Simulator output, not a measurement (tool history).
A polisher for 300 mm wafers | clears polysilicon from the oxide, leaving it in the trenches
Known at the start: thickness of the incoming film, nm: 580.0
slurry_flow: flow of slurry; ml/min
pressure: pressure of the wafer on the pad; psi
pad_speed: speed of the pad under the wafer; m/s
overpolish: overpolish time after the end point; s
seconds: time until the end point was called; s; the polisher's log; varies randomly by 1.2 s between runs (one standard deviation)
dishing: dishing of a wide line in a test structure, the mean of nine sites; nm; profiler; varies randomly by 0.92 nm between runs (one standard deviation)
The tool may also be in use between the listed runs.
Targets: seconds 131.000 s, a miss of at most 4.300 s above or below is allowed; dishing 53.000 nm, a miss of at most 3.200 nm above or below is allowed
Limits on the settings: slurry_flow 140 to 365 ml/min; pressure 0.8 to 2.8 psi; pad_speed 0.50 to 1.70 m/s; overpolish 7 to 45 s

Run 1, hour 0.0: slurry_flow 235 ml/min, pressure 1.8 psi, pad_speed 1.10 m/s, overpolish 23 s. Result: seconds 73.615 s, dishing 63.731 nm.
Run 2, hour 8.5: slurry_flow 235 ml/min, pressure 1.5 psi, pad_speed 1.10 m/s, overpolish 22 s. Result: seconds 86.009 s, dishing 62.027 nm.
Run 3, hour 13.3: slurry_flow 235 ml/min, pressure 1.3 psi, pad_speed 1.08 m/s, overpolish 19 s. Result: seconds 101.100 s, dishing 53.379 nm.
Run 4, hour 17.7: slurry_flow 235 ml/min, pressure 1.3 psi, pad_speed 1.08 m/s, overpolish 28 s. Result: seconds 99.651 s, dishing 60.799 nm.
Run 5, hour 23.6: slurry_flow 190 ml/min, pressure 1.3 psi, pad_speed 1.08 m/s, overpolish 28 s. Result: seconds 102.140 s, dishing 61.756 nm.
Run 6, hour 30.0: slurry_flow 190 ml/min, pressure 1.2 psi, pad_speed 1.08 m/s, overpolish 26 s. Result: seconds 110.140 s, dishing 58.757 nm.
Run 7, hour 34.7: slurry_flow 185 ml/min, pressure 1.1 psi, pad_speed 1.08 m/s, overpolish 25 s. Result: seconds 118.910 s, dishing 55.793 nm.
Run 8, hour 36.6: slurry_flow 185 ml/min, pressure 1.1 psi, pad_speed 1.08 m/s, overpolish 25 s. Result: seconds 116.850 s, dishing 54.166 nm.
At hour 45.0: head pressure recalibrated.
Run 9, hour 45.0: slurry_flow 180 ml/min, pressure 1.0 psi, pad_speed 1.08 m/s, overpolish 26 s. Result: seconds 119.610 s, dishing 57.214 nm.

Consider the 4 candidate settings below. Which is the only one whose results all fall within their allowed miss of target?
Run A, hour 53.4: slurry_flow 165 ml/min, pressure 1.2 psi, pad_speed 1.04 m/s, overpolish 33 s. Result: seconds ?, dishing ?.
Run B, hour 53.4: slurry_flow 170 ml/min, pressure 0.8 psi, pad_speed 1.12 m/s, overpolish 37 s. Result: seconds ?, dishing ?.
Run C, hour 53.4: slurry_flow 145 ml/min, pressure 1.6 psi, pad_speed 0.68 m/s, overpolish 34 s. Result: seconds ?, dishing ?.
Run D, hour 53.4: slurry_flow 140 ml/min, pressure 0.9 psi, pad_speed 1.12 m/s, overpolish 23 s. Result: seconds ?, dishing ?.

move  seconds  dishing
   A  107.610   63.603
   B  138.360   61.117
   C  127.700   61.031
   D  128.370   52.049
A: its largest miss is bigger than the last run's
B: takes the result that was furthest off past its target
C: the furthest-off result lands on target, but another misses its tolerance
D: hits every target within its allowed miss
So the answer is move D, the one that meets all the targets.
